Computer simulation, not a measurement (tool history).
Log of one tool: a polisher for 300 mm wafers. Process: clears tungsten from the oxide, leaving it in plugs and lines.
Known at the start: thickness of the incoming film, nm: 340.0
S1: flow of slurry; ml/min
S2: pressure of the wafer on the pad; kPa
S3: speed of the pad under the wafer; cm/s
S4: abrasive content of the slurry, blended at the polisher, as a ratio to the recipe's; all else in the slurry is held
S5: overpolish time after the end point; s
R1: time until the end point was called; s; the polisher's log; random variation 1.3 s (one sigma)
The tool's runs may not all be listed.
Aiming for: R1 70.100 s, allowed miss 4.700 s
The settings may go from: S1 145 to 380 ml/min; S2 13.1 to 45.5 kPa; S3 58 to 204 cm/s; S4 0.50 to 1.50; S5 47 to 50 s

run	hour	S1	S2	S3	S4	S5	R1
1	0.0	245	29.0	130	1.00	47	41.740
2	4.3	245	26.9	128	1.00	47	44.037
3	8.1	245	24.8	124	1.00	47	45.313
4	14.6	245	23.4	116	1.00	47	52.246
5	19.4	245	22.1	114	1.00	47	57.442
6	24.7	245	21.4	114	1.00	47	57.320
7	30.7	245	20.7	114	1.00	47	57.153
8	32.0	245	19.3	112	1.00	47	60.806
9	34.9	245	18.6	112	1.00	47	59.669
10	41.7	245	17.9	110	1.00	47	65.240

Consider the 4 candidate settings below. Which is the only one whose results all fall within their allowed miss of target?
A	48.5	250	18.6	130	0.65	50	?
B	48.5	300	18.6	110	1.00	47	?
C	48.5	235	15.2	110	1.00	48	?
D	48.5	280	22.1	118	0.85	50	?

move	R1
A	60.667
B	63.588
C	72.796
D	56.263
A: misses by more than the last run did
B: misses by more than the last run did
C: every result within its allowed miss
D: misses by more than the last run did
Correct choice: C, which meets every target

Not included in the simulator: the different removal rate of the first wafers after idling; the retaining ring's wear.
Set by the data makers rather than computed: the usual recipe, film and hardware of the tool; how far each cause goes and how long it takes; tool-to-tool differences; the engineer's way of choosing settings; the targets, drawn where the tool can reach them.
